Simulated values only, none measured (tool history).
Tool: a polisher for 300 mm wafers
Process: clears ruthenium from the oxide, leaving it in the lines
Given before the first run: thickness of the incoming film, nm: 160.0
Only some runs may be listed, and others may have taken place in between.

run    day  flow of slurry (ml/min)  pressure of the wafer on the pad (psi)  speed of the pad under the wafer (cm/s)  overpolish time after the end point (s)  time until the end point was called (s)
  1      0                      195                                     2.7                                       76                                       54                                   141.57
  2  0.367                      195                                     2.7                                       82                                       54                                   131.51
  3  0.671                      195                                     2.5                                       82                                       54                                   141.38
  4  1.012                      195                                     2.4                                       82                                       54                                   147.64
  5  1.067                      170                                     2.4                                       82                                       54                                   151.29
  6  1.225                      170                                     2.4                                       92                                       54                                   133.63
  7  1.383                      165                                     2.3                                       92                                       54                                   139.89
  8  1.512                      155                                     1.6                                       90                                       54                                   204.64
  9  1.629                      165                                     1.6                                       90                                       54                                   204.02
 10  1.658                      170                                     1.6                                       90                                       54                                   202.16
 11  1.692                      175                                     1.6                                       90                                       54                                   201.17

Estimate the outcome of run 12 from the log above:
 12  1.962                      180                                     1.6                                       90                                       54                                        ?

{"run 12": {"time until the end point was called (s)": 200.96}}
